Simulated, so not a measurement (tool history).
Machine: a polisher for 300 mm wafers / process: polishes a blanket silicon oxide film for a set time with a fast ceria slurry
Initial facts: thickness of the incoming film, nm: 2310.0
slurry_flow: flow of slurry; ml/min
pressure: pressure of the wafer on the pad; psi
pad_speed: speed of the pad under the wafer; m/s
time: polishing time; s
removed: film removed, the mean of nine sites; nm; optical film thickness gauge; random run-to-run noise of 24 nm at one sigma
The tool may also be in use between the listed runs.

run,hour,slurry_flow,pressure,pad_speed,time,removed
1,0.0,240,2.8,1.12,65,1304.1
2,8.2,240,3.0,1.12,65,1408.5
3,12.3,210,3.0,1.12,65,1412.4
4,17.7,210,3.2,1.12,65,1471.9
5,22.5,210,3.2,0.86,65,1183.9
6,26.7,250,3.2,0.86,65,1172.4
7,27.7,250,3.5,0.88,65,1318.1

Predict the results of run 8:
8,35.5,250,3.7,0.90,65,?

{"run 8": {"removed": 1371.2}}
